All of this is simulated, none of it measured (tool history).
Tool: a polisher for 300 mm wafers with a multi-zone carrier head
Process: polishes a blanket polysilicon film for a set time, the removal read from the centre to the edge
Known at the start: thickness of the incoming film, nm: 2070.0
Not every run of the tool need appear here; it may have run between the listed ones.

run,hour,flow of slurry (ml/min),pressure of the head's centre zone,pressure of the head's middle zone,pressure of the head's edge zone,polishing time (s),film removed at the wafer's centre (angstrom),film removed at mid-radius (angstrom),film removed at the wafer's edge (angstrom)
1,0,245,1,1,1,33,4783.7,4818.3,4947
2,7.4,245,1,0.94,1,33,4883.7,4581.8,4883.9
3,16.2,245,1,0.94,1,30,4415.7,4157,4457.2
4,21.5,245,1,0.94,0.95,30,4344.9,4139.3,4353.6
5,22.8,245,1.08,0.94,0.95,30,4735.2,4147.5,4371.7
6,29.1,240,1.06,0.94,0.98,30,4685.4,4117.9,4455.4
7,32.4,235,1.05,0.94,1,30,4622.3,4133.8,4439.2
8,40,235,1.04,0.94,1.02,30,4533.1,4154.9,4482.1

Expected results for the next run?
9,45.2,235,1.04,0.93,1.04,30,?,?,?

film removed at the wafer's centre (angstrom): 4570.9
film removed at mid-radius (angstrom): 4083.5
film removed at the wafer's edge (angstrom): 4442.3
